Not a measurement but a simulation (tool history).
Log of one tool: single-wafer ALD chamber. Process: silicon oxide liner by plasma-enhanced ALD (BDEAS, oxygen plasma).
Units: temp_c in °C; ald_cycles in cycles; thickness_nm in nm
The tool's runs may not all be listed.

run	hour	temp_c	ald_cycles	thickness_nm
1	0	325	39	3.4254
2	4.5	325	44	3.8651
3	9	325	45	3.938
4	11.7	325	40	3.5308
5	17.2	324	42	3.6749
6	24.7	334	42	3.6274
# hour 33.1: thermocouple changed; heater temperature recalibrated
7	33.1	333	44	3.7851
8	36.3	331	45	3.8943

The next listed run, before its measurement:
9	37	330	46	?

{"run 9": {"thickness_nm": 3.9743}}

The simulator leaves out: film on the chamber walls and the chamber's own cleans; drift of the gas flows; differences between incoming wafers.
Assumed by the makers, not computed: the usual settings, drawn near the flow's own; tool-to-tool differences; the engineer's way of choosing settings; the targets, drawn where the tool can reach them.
